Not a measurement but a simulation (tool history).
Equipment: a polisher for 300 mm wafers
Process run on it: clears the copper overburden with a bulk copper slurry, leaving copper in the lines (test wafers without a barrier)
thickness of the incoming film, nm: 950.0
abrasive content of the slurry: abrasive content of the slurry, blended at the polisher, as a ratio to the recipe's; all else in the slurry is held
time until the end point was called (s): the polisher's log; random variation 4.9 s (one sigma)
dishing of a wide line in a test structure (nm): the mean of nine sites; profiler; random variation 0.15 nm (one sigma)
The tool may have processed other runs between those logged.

run	day	flow of slurry (ml/min)	pressure of the wafer on the pad (psi)	speed of the pad under the wafer (cm/s)	abrasive content of the slurry	overpolish time after the end point (s)	time until the end point was called (s)	dishing of a wide line in a test structure (nm)
1	0.000	245	2.5	100	1.00	14	92.991	49.3010
2	0.258	220	2.2	86	0.90	12	129.450	36.9860
3	0.492	200	1.9	76	0.80	10	175.360	26.1580
4	0.738	200	1.6	76	0.80	10	208.770	22.6850
5	1.021	155	1.6	76	0.80	10	209.860	22.0850
6	1.392	155	1.5	72	0.75	9	240.430	18.5470
7	1.558	155	1.4	70	0.70	8	267.520	15.5800
8	1.842	155	1.3	70	0.65	7	302.020	12.3360
9	1.912	155	1.3	74	0.60	6	294.450	11.2430
10	2.154	155	1.3	76	0.60	6	287.450	11.8080

Run 11, settings as shown, results not yet in. Your forecast:
11	2.458	150	1.2	78	0.55	5	?	?

Run 11 measured time until the end point was called (s) 321.090, dishing of a wide line in a test structure (nm) 9.3679.

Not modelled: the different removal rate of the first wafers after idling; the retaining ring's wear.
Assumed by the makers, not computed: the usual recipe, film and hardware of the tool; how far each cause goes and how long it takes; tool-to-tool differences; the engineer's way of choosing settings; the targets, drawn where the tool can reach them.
